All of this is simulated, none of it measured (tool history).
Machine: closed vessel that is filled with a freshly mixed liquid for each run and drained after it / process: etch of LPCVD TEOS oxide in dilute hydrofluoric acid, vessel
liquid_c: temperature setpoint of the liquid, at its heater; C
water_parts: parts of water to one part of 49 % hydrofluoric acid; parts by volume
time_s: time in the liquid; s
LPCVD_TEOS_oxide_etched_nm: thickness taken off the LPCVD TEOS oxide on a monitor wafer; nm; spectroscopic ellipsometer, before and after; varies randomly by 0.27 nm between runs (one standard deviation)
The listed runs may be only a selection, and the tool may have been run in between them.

Run 1, hour 0: liquid_c 21 C, water_parts 145 parts by volume, time_s 120 s. Result: LPCVD_TEOS_oxide_etched_nm 19.532 nm.
Run 2, hour 6.1: liquid_c 21 C, water_parts 145 parts by volume, time_s 120 s. Result: LPCVD_TEOS_oxide_etched_nm 19.896 nm.
Run 3, hour 13.3: liquid_c 22.5 C, water_parts 130 parts by volume, time_s 120 s. Result: LPCVD_TEOS_oxide_etched_nm 23.76 nm.
Run 4, hour 15.3: liquid_c 23.5 C, water_parts 120 parts by volume, time_s 120 s. Result: LPCVD_TEOS_oxide_etched_nm 26.628 nm.
Run 5, hour 16.2: liquid_c 21.5 C, water_parts 120 parts by volume, time_s 120 s. Result: LPCVD_TEOS_oxide_etched_nm 25.202 nm.
Run 6, hour 19.1: liquid_c 23 C, water_parts 110 parts by volume, time_s 120 s. Result: LPCVD_TEOS_oxide_etched_nm 29.388 nm.
Run 7, hour 24.3: liquid_c 24 C, water_parts 105 parts by volume, time_s 120 s. Result: LPCVD_TEOS_oxide_etched_nm 31.866 nm.
Run 8, hour 30.2: liquid_c 25 C, water_parts 100 parts by volume, time_s 120 s. Result: LPCVD_TEOS_oxide_etched_nm 35.713 nm.
Run 9, hour 35.6: liquid_c 25.5 C, water_parts 100 parts by volume, time_s 120 s. Result: LPCVD_TEOS_oxide_etched_nm 36.044 nm.
Run 10, hour 37.2: liquid_c 26 C, water_parts 100 parts by volume, time_s 120 s. Result: LPCVD_TEOS_oxide_etched_nm 36.244 nm.

Run 11 comes next. What will it give?
Run 11, hour 43.9: liquid_c 26.5 C, water_parts 95 parts by volume, time_s 120 s. Result: LPCVD_TEOS_oxide_etched_nm ?.

{"run 11": {"LPCVD_TEOS_oxide_etched_nm": 39.649}}
